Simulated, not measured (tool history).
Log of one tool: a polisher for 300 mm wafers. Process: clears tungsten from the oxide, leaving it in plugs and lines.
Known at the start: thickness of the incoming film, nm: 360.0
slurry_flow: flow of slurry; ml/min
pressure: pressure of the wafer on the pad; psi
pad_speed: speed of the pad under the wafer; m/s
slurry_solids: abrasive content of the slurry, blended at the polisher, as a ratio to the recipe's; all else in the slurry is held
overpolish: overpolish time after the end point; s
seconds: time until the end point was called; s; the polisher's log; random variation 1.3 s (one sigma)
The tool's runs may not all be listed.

| run | hour | slurry_flow | pressure | pad_speed | slurry_solids | overpolish | seconds |
|---|---|---|---|---|---|---|---|
| 1 | 0.0 | 160 | 2.7 | 0.86 | 1.00 | 4 | 132.65 |
| 2 | 7.0 | 160 | 3.1 | 0.86 | 1.00 | 4 | 117.28 |
| 3 | 8.8 | 155 | 3.0 | 0.86 | 1.00 | 4 | 122.39 |
| 4 | 13.2 | 130 | 3.0 | 0.86 | 1.00 | 4 | 126.66 |
| 5 | 18.1 | 130 | 3.0 | 0.86 | 0.85 | 4 | 133.65 |
| 6 | 20.6 | 125 | 2.9 | 0.86 | 0.85 | 4 | 136.08 |
| 7 | 22.7 | 125 | 2.8 | 0.86 | 0.85 | 4 | 139.40 |

Run 8 comes next. What will it give?
| 8 | 29.7 | 125 | 2.7 | 0.86 | 0.85 | 4 | ? |

seconds: 141.91 s
